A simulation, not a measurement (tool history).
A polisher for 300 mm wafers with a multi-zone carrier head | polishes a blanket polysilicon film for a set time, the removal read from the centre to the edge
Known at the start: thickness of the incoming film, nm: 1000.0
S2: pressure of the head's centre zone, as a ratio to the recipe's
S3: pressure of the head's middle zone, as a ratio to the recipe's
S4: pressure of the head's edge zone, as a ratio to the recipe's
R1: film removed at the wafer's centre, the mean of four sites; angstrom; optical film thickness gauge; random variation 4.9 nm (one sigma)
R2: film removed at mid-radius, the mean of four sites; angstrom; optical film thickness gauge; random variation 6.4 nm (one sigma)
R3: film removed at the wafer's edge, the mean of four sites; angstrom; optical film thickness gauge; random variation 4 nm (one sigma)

run 1 day=0 | flow_of_slurry_(ml/min)=185 S2=1 S3=1 S4=1 polishing_time_(s)=49 | R1=3187.1 R2=3199.1 R3=3136.5
run 2 day=0.262 | flow_of_slurry_(ml/min)=185 S2=1 S3=1 S4=1.07 polishing_time_(s)=49 | R1=3182.5 R2=3138.9 R3=3262.6
run 3 day=0.471 | flow_of_slurry_(ml/min)=195 S2=1.01 S3=1.03 S4=1.09 polishing_time_(s)=52 | R1=3437.6 R2=3496.8 R3=3461.4
run 4 day=0.708 | flow_of_slurry_(ml/min)=200 S2=1.01 S3=1.03 S4=1.11 polishing_time_(s)=55 | R1=3700.7 R2=3703.5 R3=3784
run 5 day=0.812 | flow_of_slurry_(ml/min)=200 S2=1.01 S3=1.03 S4=1.04 polishing_time_(s)=55 | R1=3695.8 R2=3634.5 R3=3646.2
run 6 day=1.1 | flow_of_slurry_(ml/min)=205 S2=1.01 S3=1.05 S4=1.07 polishing_time_(s)=57 | R1=3770.2 R2=3840.3 R3=3842.3

The next listed run, before its measurement:
run 7 day=1.229 | flow_of_slurry_(ml/min)=210 S2=1.02 S3=1.06 S4=1.09 polishing_time_(s)=58 | R1=? R2=? R3=?

Run 7 gave R1 3904.6 angstrom, R2 4080.7 angstrom, R3 3953.1 angstrom.

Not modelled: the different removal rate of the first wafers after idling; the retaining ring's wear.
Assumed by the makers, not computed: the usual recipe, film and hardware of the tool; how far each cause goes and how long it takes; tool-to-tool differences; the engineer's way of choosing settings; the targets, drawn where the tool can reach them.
